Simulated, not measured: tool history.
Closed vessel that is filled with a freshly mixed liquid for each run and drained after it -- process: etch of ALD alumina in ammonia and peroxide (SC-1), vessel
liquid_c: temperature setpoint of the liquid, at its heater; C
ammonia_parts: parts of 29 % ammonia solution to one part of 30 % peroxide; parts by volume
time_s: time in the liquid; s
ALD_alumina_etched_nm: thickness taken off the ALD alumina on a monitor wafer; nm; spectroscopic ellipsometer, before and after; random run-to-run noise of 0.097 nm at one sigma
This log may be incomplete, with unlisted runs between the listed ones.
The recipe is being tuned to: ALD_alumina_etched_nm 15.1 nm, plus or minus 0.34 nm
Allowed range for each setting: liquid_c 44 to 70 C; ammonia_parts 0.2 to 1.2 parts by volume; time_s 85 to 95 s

run  hour  liquid_c  ammonia_parts  time_s  ALD_alumina_etched_nm
  1     0        60           0.85      85                 8.0766
  2     8      63.5            0.9      85                 9.7142
  3     9      63.5            0.7      85                 9.5226
  4  16.8        66           0.75      85                 10.913
  5    23        66           0.95      85                 11.115
  6  27.3      67.5           0.95      85                  11.88
  7  36.1      68.5           0.95      85                 12.505
  8  39.5        69           0.95      85                  12.73
  9  42.9      69.5           0.95      85                 13.158
 10  50.2        70           0.95      90                 14.274

Below are 5 possible settings for the next run. Only one of them brings all results inside the allowed miss of their targets. Which is it?
  A  57.5      69.5           0.95      85                      ?
  B  57.5      67.5            0.9      95                      ?
  C  57.5        70           1.05      85                      ?
  D  57.5        69           0.65      90                      ?
  E  57.5        70           0.95      95                      ?

move  ALD_alumina_etched_nm
   A                 13.189
   B                 13.311
   C                 13.637
   D                 13.154
   E                 15.099
A: further off than the last run
B: further off than the last run
C: further off than the last run
D: further off than the last run
E: every result within its allowed miss
E is the move that brings every result within its allowed miss.
